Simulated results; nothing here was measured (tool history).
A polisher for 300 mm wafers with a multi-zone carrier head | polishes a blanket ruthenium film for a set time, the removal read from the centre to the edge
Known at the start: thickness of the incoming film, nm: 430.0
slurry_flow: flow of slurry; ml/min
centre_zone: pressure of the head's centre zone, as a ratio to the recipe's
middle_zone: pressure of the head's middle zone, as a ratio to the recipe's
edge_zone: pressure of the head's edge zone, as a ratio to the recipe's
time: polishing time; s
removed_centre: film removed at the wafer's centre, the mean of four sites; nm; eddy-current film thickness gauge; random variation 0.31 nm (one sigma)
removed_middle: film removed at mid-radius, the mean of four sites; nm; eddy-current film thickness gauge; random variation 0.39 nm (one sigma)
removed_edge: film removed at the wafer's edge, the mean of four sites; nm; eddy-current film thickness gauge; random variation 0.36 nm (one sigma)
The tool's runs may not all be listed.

run  hour  slurry_flow  centre_zone  middle_zone  edge_zone  time  removed_centre  removed_middle  removed_edge
  1   0.0          265         1.00         1.00       1.00    54          42.477          40.489        40.765
  2   6.4          260         0.97         0.96       0.99    51          38.049          37.383        38.209
  3  11.4          260         0.97         0.96       0.99    63          47.005          46.485        47.814
  4  17.1          260         0.97         0.92       0.99    63          47.089          46.195        48.601
  5  22.5          260         0.97         0.99       0.99    63          47.612          48.657        47.079
  6  27.1          255         0.97         0.96       0.98    57          42.847          42.604        43.591

Forecast run 7:
  7  30.7          255         0.97         0.95       1.00    52               ?               ?             ?

{"run 7": {"removed_centre": 38.69, "removed_middle": 38.431, "removed_edge": 38.943}}
